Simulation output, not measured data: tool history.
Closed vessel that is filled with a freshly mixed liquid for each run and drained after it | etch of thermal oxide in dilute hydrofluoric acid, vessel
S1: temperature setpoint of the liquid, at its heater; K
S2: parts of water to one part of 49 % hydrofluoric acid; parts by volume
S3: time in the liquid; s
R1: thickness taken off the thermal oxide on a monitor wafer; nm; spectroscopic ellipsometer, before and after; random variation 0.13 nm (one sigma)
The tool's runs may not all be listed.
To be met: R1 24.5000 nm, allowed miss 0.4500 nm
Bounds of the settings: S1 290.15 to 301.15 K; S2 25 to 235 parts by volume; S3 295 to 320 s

{"run": 1, "hour": 0.0, "S1": 293.15, "S2": 130, "S3": 295, "R1": 8.7831}
{"run": 2, "hour": 3.2, "S1": 295.15, "S2": 130, "S3": 295, "R1": 9.4871}
{"run": 3, "hour": 5.7, "S1": 297.65, "S2": 130, "S3": 295, "R1": 10.449}
{"run": 4, "hour": 12.1, "S1": 297.65, "S2": 100, "S3": 295, "R1": 14.003}
{"run": 5, "hour": 14.9, "S1": 294.65, "S2": 100, "S3": 295, "R1": 12.488}
{"run": 6, "hour": 17.8, "S1": 291.15, "S2": 100, "S3": 295, "R1": 10.878}
{"run": 7, "hour": 22.3, "S1": 293.65, "S2": 85, "S3": 295, "R1": 14.277}
{"run": 8, "hour": 31.4, "S1": 295.65, "S2": 80, "S3": 295, "R1": 16.59}

5 next moves are on the table. One of them brings every result within its allowed miss. Which?
{"run": "A", "hour": 40.5, "S1": 296.65, "S2": 60, "S3": 295, "R1": "?"}
{"run": "B", "hour": 40.5, "S1": 300.15, "S2": 75, "S3": 320, "R1": "?"}
{"run": "C", "hour": 40.5, "S1": 296.15, "S2": 65, "S3": 320, "R1": "?"}
{"run": "D", "hour": 40.5, "S1": 293.15, "S2": 55, "S3": 320, "R1": "?"}
{"run": "E", "hour": 40.5, "S1": 296.65, "S2": 65, "S3": 315, "R1": "?"}

move=A R1=23.9620
move=B R1=23.4600
move=C R1=23.3560
move=D R1=24.6610
move=E R1=23.4670
A: nearer than the last run, and not there yet
B: nearer than the last run, and not there yet
C: nearer than the last run, and not there yet
D: meets every target
E: nearer than the last run, and not there yet
Answer: D
